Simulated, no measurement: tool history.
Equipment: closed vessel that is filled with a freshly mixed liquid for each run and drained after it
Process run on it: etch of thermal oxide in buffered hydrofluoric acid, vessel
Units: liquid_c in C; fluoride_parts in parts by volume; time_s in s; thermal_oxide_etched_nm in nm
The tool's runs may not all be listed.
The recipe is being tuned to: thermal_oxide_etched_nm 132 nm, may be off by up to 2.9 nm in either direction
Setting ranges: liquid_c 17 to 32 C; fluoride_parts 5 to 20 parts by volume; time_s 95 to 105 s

{"run": 1, "hour": 0.0, "liquid_c": 24, "fluoride_parts": 12, "time_s": 95, "thermal_oxide_etched_nm": 87.19}
{"run": 2, "hour": 3.3, "liquid_c": 24, "fluoride_parts": 12, "time_s": 105, "thermal_oxide_etched_nm": 97.21}
{"run": 3, "hour": 10.5, "liquid_c": 25, "fluoride_parts": 12, "time_s": 105, "thermal_oxide_etched_nm": 102.13}
{"run": 4, "hour": 11.9, "liquid_c": 26, "fluoride_parts": 12, "time_s": 105, "thermal_oxide_etched_nm": 107.07}
{"run": 5, "hour": 18.1, "liquid_c": 23, "fluoride_parts": 12, "time_s": 105, "thermal_oxide_etched_nm": 91.472}
{"run": 6, "hour": 21.0, "liquid_c": 23, "fluoride_parts": 12, "time_s": 95, "thermal_oxide_etched_nm": 82.489}
{"run": 7, "hour": 22.4, "liquid_c": 24.5, "fluoride_parts": 12, "time_s": 95, "thermal_oxide_etched_nm": 89.663}
{"run": 8, "hour": 27.9, "liquid_c": 25.5, "fluoride_parts": 12, "time_s": 95, "thermal_oxide_etched_nm": 94.836}
{"run": 9, "hour": 35.4, "liquid_c": 29.5, "fluoride_parts": 12, "time_s": 95, "thermal_oxide_etched_nm": 117.25}
{"run": 10, "hour": 36.1, "liquid_c": 30, "fluoride_parts": 12, "time_s": 95, "thermal_oxide_etched_nm": 120.47}
{"run": 11, "hour": 44.3, "liquid_c": 31, "fluoride_parts": 12, "time_s": 95, "thermal_oxide_etched_nm": 126.54}

Below are 4 possible settings for the next run. Only one of them brings all results inside the allowed miss of their targets. Which is it?
{"run": "A", "hour": 52.5, "liquid_c": 31.5, "fluoride_parts": 13.5, "time_s": 100, "thermal_oxide_etched_nm": "?"}
{"run": "B", "hour": 52.5, "liquid_c": 31.5, "fluoride_parts": 13, "time_s": 100, "thermal_oxide_etched_nm": "?"}
{"run": "C", "hour": 52.5, "liquid_c": 29, "fluoride_parts": 11.5, "time_s": 105, "thermal_oxide_etched_nm": "?"}
{"run": "D", "hour": 52.5, "liquid_c": 32, "fluoride_parts": 13, "time_s": 95, "thermal_oxide_etched_nm": "?"}

move=A thermal_oxide_etched_nm=121.29
move=B thermal_oxide_etched_nm=125.85
move=C thermal_oxide_etched_nm=130.65
move=D thermal_oxide_etched_nm=122.7
A: its largest miss is bigger than the last run's
B: its largest miss is bigger than the last run's
C: hits every target within its allowed miss
D: its largest miss is bigger than the last run's
Move C is the one to make.

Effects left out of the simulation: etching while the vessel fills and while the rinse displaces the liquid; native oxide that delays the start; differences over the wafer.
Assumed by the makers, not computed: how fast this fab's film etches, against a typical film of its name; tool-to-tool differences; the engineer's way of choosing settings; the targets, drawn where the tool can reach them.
